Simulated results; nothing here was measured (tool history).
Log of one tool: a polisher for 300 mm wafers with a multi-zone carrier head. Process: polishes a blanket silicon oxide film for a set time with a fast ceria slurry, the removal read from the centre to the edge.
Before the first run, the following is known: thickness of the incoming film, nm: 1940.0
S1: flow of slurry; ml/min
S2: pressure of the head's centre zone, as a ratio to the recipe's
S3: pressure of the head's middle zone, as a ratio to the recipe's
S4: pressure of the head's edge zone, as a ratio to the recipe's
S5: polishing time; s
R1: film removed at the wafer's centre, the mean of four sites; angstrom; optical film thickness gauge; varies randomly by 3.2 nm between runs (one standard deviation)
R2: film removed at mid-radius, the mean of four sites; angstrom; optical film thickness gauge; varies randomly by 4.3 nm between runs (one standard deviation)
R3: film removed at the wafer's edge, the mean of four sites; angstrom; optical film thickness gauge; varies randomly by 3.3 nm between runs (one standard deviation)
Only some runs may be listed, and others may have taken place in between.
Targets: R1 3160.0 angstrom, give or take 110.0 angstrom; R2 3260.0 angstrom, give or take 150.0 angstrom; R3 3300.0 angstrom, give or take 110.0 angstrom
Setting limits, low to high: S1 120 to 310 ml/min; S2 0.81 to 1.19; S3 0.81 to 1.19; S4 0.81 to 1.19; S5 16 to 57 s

{"run": 1, "hour": 0.0, "S1": 200, "S2": 1.0, "S3": 1.0, "S4": 1.0, "S5": 36, "R1": 4819.2, "R2": 5216.6, "R3": 4961.9}
{"run": 2, "hour": 5.5, "S1": 200, "S2": 1.0, "S3": 0.94, "S4": 1.0, "S5": 36, "R1": 4894.7, "R2": 4878.0, "R3": 5018.9}
{"run": 3, "hour": 13.4, "S1": 200, "S2": 1.0, "S3": 0.87, "S4": 1.0, "S5": 36, "R1": 4808.3, "R2": 4679.4, "R3": 4995.1}
{"run": 4, "hour": 19.9, "S1": 195, "S2": 0.98, "S3": 0.86, "S4": 0.96, "S5": 32, "R1": 4185.8, "R2": 4017.5, "R3": 4357.9}
{"run": 5, "hour": 27.2, "S1": 195, "S2": 0.98, "S3": 0.86, "S4": 0.96, "S5": 24, "R1": 3204.0, "R2": 2985.5, "R3": 3210.8}
{"run": 6, "hour": 31.2, "S1": 195, "S2": 1.03, "S3": 0.86, "S4": 0.96, "S5": 24, "R1": 3386.2, "R2": 2983.9, "R3": 3319.2}
{"run": 7, "hour": 34.5, "S1": 190, "S2": 1.0, "S3": 0.88, "S4": 0.97, "S5": 24, "R1": 3161.0, "R2": 3079.5, "R3": 3258.0}
{"run": 8, "hour": 35.1, "S1": 200, "S2": 0.99, "S3": 0.92, "S4": 0.98, "S5": 25, "R1": 3334.9, "R2": 3321.3, "R3": 3477.1}
{"run": 9, "hour": 36.2, "S1": 190, "S2": 0.99, "S3": 0.92, "S4": 0.97, "S5": 25, "R1": 3287.1, "R2": 3312.9, "R3": 3414.8}

Which single option among these 4 for the next run brings every result within its allowed miss of target? Just one does.
{"run": "A", "hour": 37.3, "S1": 285, "S2": 1.08, "S3": 0.86, "S4": 0.92, "S5": 22, "R1": "?", "R2": "?", "R3": "?"}
{"run": "B", "hour": 37.3, "S1": 200, "S2": 0.97, "S3": 1.1, "S4": 0.97, "S5": 24, "R1": "?", "R2": "?", "R3": "?"}
{"run": "C", "hour": 37.3, "S1": 240, "S2": 1.02, "S3": 0.89, "S4": 0.98, "S5": 22, "R1": "?", "R2": "?", "R3": "?"}
{"run": "D", "hour": 37.3, "S1": 200, "S2": 0.97, "S3": 0.94, "S4": 0.95, "S5": 24, "R1": "?", "R2": "?", "R3": "?"}

move=A R1=3427.7 R2=2914.5 R3=3043.3
move=B R1=3213.3 R2=3669.0 R3=3292.8
move=C R1=3172.2 R2=2934.7 R3=3091.6
move=D R1=3210.1 R2=3259.8 R3=3266.7
A: moves away from the targets compared with the last run
B: puts the biggest miss on target and leaves a different result outside tolerance
C: puts the biggest miss on target and leaves a different result outside tolerance
D: in spec on every target
So the answer is move D, the one that meets all the targets.
